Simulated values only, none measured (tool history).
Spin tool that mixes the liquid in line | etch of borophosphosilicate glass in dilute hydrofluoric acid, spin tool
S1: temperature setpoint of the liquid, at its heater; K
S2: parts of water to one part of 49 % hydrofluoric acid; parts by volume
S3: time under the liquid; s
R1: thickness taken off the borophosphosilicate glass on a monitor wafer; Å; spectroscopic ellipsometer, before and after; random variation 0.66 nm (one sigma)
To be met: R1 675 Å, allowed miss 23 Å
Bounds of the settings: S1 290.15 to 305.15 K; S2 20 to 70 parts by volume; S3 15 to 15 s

Run 1, hour 0: S1 297.15 K, S2 40 parts by volume, S3 15 s. Result: R1 273.42 Å.
Run 2, hour 5: S1 294.15 K, S2 40 parts by volume, S3 15 s. Result: R1 242.76 Å.
Run 3, hour 6.4: S1 294.15 K, S2 55 parts by volume, S3 15 s. Result: R1 174.7 Å.
Run 4, hour 14.5: S1 297.65 K, S2 45 parts by volume, S3 15 s. Result: R1 246.35 Å.
Run 5, hour 22.1: S1 297.65 K, S2 45 parts by volume, S3 15 s. Result: R1 248.83 Å.
Run 6, hour 27.6: S1 300.15 K, S2 35 parts by volume, S3 15 s. Result: R1 356.6 Å.
Run 7, hour 32: S1 301.65 K, S2 30 parts by volume, S3 15 s. Result: R1 448.3 Å.
Run 8, hour 33.2: S1 302.65 K, S2 25 parts by volume, S3 15 s. Result: R1 570.03 Å.
Run 9, hour 41.8: S1 303.15 K, S2 25 parts by volume, S3 15 s. Result: R1 581.79 Å.
Run 10, hour 46.3: S1 303.65 K, S2 25 parts by volume, S3 15 s. Result: R1 590.58 Å.
Run 11, hour 47.6: S1 304.15 K, S2 25 parts by volume, S3 15 s. Result: R1 606.06 Å.
Run 12, hour 48.2: S1 304.65 K, S2 25 parts by volume, S3 15 s. Result: R1 618.71 Å.
Run 13, hour 51.5: S1 305.15 K, S2 25 parts by volume, S3 15 s. Result: R1 628.65 Å.
Run 14, hour 54.4: S1 305.15 K, S2 20 parts by volume, S3 15 s. Result: R1 788.67 Å.
Run 15, hour 55: S1 304.15 K, S2 20 parts by volume, S3 15 s. Result: R1 758.57 Å.
Run 16, hour 61.9: S1 303.15 K, S2 20 parts by volume, S3 15 s. Result: R1 730.54 Å.
Run 17, hour 65.8: S1 302.65 K, S2 20 parts by volume, S3 15 s. Result: R1 728.23 Å.
Run 18, hour 71.7: S1 302.65 K, S2 20 parts by volume, S3 15 s. Result: R1 713.75 Å.
Run 19, hour 76.3: S1 302.15 K, S2 20 parts by volume, S3 15 s. Result: R1 708.44 Å.

Which of these 4 next moves meets every target?
Run A, hour 80.9: S1 303.65 K, S2 20 parts by volume, S3 15 s. Result: R1 ?.
Run B, hour 80.9: S1 303.15 K, S2 20 parts by volume, S3 15 s. Result: R1 ?.
Run C, hour 80.9: S1 301.15 K, S2 20 parts by volume, S3 15 s. Result: R1 ?.
Run D, hour 80.9: S1 302.65 K, S2 20 parts by volume, S3 15 s. Result: R1 ?.

move      R1
   A  747.76
   B  732.81
   C  675.44
   D   718.1
A: further off than the last run
B: further off than the last run
C: meets every target
D: further off than the last run
Answer: C

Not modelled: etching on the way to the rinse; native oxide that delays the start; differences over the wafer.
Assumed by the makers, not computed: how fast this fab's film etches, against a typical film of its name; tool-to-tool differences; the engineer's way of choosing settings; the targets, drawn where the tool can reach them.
